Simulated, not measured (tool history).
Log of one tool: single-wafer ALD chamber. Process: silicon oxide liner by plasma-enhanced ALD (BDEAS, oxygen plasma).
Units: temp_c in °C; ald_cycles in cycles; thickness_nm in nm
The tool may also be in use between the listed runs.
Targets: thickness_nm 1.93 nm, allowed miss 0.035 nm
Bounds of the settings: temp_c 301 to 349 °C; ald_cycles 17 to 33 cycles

{"run": 1, "day": 0.0, "temp_c": 325, "ald_cycles": 25, "thickness_nm": 2.119}
{"run": 2, "day": 0.246, "temp_c": 325, "ald_cycles": 24, "thickness_nm": 2.0513}
{"run": 3, "day": 0.462, "temp_c": 332, "ald_cycles": 24, "thickness_nm": 2.0259}
{"run": 4, "day": 0.554, "temp_c": 341, "ald_cycles": 24, "thickness_nm": 1.9901}
{"run": 5, "day": 0.642, "temp_c": 342, "ald_cycles": 24, "thickness_nm": 1.9905}
{"run": 6, "day": 0.971, "temp_c": 342, "ald_cycles": 21, "thickness_nm": 1.7316}
{"day": 1.333, "done": "thermocouple changed; heater temperature recalibrated"}
{"run": 7, "day": 1.333, "temp_c": 341, "ald_cycles": 22, "thickness_nm": 1.8366}
{"run": 8, "day": 1.446, "temp_c": 340, "ald_cycles": 22, "thickness_nm": 1.8368}
{"run": 9, "day": 1.733, "temp_c": 339, "ald_cycles": 22, "thickness_nm": 1.8548}

5 next moves are on the table. One of them brings every result within its allowed miss. Which?
{"run": "A", "day": 2.021, "temp_c": 342, "ald_cycles": 22, "thickness_nm": "?"}
{"run": "B", "day": 2.021, "temp_c": 344, "ald_cycles": 22, "thickness_nm": "?"}
{"run": "C", "day": 2.021, "temp_c": 329, "ald_cycles": 24, "thickness_nm": "?"}
{"run": "D", "day": 2.021, "temp_c": 333, "ald_cycles": 23, "thickness_nm": "?"}
{"run": "E", "day": 2.021, "temp_c": 348, "ald_cycles": 21, "thickness_nm": "?"}

move=A thickness_nm=1.821
move=B thickness_nm=1.8151
move=C thickness_nm=2.0284
move=D thickness_nm=1.9316
move=E thickness_nm=1.7213
A: further off than the last run
B: further off than the last run
C: takes the result that was furthest off past its target
D: meets every target
E: further off than the last run
Move D is the one to make.
